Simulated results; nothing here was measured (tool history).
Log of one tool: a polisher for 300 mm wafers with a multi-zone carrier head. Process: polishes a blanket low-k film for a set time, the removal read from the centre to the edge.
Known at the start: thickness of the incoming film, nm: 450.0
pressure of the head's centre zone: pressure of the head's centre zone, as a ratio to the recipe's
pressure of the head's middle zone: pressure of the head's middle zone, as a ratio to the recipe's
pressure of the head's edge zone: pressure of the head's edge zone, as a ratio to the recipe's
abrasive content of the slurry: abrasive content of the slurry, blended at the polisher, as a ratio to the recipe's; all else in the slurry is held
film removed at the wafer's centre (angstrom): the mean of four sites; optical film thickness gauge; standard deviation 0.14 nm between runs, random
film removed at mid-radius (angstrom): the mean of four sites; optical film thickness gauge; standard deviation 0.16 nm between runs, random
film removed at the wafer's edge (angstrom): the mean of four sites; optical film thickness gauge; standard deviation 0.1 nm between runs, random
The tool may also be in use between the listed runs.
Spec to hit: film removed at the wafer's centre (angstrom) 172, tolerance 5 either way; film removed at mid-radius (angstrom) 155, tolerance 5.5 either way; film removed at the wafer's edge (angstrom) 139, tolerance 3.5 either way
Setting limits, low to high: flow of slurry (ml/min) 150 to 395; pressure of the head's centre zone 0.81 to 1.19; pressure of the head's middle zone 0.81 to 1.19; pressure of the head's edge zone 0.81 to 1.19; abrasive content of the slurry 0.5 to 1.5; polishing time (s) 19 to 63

| run | hour | flow of slurry (ml/min) | pressure of the head's centre zone | pressure of the head's middle zone | pressure of the head's edge zone | abrasive content of the slurry | polishing time (s) | film removed at the wafer's centre (angstrom) | film removed at mid-radius (angstrom) | film removed at the wafer's edge (angstrom) |
|---|---|---|---|---|---|---|---|---|---|---|
| 1 | 0 | 250 | 1 | 1 | 1 | 1 | 41 | 184.83 | 182.39 | 182.51 |
| 2 | 4 | 250 | 1.02 | 1 | 0.96 | 0.9 | 41 | 182.59 | 181.49 | 175.3 |
| 3 | 5.5 | 250 | 0.97 | 1 | 0.96 | 0.9 | 41 | 173.01 | 174.8 | 174.59 |
| 4 | 9.6 | 250 | 1.01 | 0.99 | 0.93 | 0.8 | 41 | 173.19 | 168.39 | 167.42 |
| 5 | 15.1 | 250 | 1.01 | 0.99 | 0.97 | 0.8 | 41 | 174.16 | 168.75 | 169.73 |
| 6 | 19.5 | 250 | 1.01 | 0.99 | 0.97 | 0.8 | 32 | 137.85 | 135.28 | 132.37 |
| 7 | 26.6 | 265 | 1.05 | 1 | 0.97 | 0.8 | 32 | 144.3 | 135.18 | 132.99 |
| 8 | 27.8 | 270 | 1.08 | 1.03 | 0.97 | 0.85 | 32 | 151.05 | 141.93 | 134.95 |

Which of these 5 next moves meets every target?
| A | 29 | 265 | 0.87 | 1.16 | 1 | 1 | 31 | ? | ? | ? |
| B | 29 | 230 | 1.02 | 0.99 | 0.96 | 0.95 | 31 | ? | ? | ? |
| C | 29 | 290 | 1.18 | 1.08 | 0.92 | 1 | 32 | ? | ? | ? |
| D | 29 | 305 | 0.92 | 1.18 | 1.01 | 0.5 | 36 | ? | ? | ? |
| E | 29 | 310 | 1 | 1.05 | 0.97 | 0.9 | 31 | ? | ? | ? |

| move | film removed at the wafer's centre (angstrom) | film removed at mid-radius (angstrom) | film removed at the wafer's edge (angstrom) |
|---|---|---|---|
| A | 121.36 | 157.6 | 136.68 |
| B | 137.96 | 133.59 | 130.94 |
| C | 171.86 | 154.11 | 136.67 |
| D | 125.95 | 156.62 | 134.06 |
| E | 137.74 | 142.53 | 132.48 |
A: further off than the last run
B: further off than the last run
C: in spec on every target
D: further off than the last run
E: further off than the last run
Go with C: it meets all targets.
